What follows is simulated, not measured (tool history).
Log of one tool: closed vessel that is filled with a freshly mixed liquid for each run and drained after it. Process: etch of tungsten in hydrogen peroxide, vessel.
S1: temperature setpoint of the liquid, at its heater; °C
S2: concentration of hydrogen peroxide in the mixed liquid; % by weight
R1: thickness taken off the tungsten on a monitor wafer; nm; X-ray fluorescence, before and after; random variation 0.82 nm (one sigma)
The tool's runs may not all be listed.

run 1 day=0 | S1=56 S2=17.5 time_in_the_liquid_(s)=90 | R1=139.87
run 2 day=0.138 | S1=56 S2=17.5 time_in_the_liquid_(s)=100 | R1=152.13
run 3 day=0.446 | S1=55 S2=17.5 time_in_the_liquid_(s)=100 | R1=144.11
run 4 day=0.646 | S1=55 S2=16.5 time_in_the_liquid_(s)=100 | R1=140.2
run 5 day=0.783 | S1=54.5 S2=16.5 time_in_the_liquid_(s)=100 | R1=139.99
run 6 day=0.983 | S1=53.5 S2=16.5 time_in_the_liquid_(s)=100 | R1=131.33
run 7 day=1.279 | S1=53.5 S2=16.5 time_in_the_liquid_(s)=100 | R1=128.92

Run 8 comes next. What will it give?
run 8 day=1.446 | S1=53 S2=16.5 time_in_the_liquid_(s)=100 | R1=?

R1: 126.58 nm
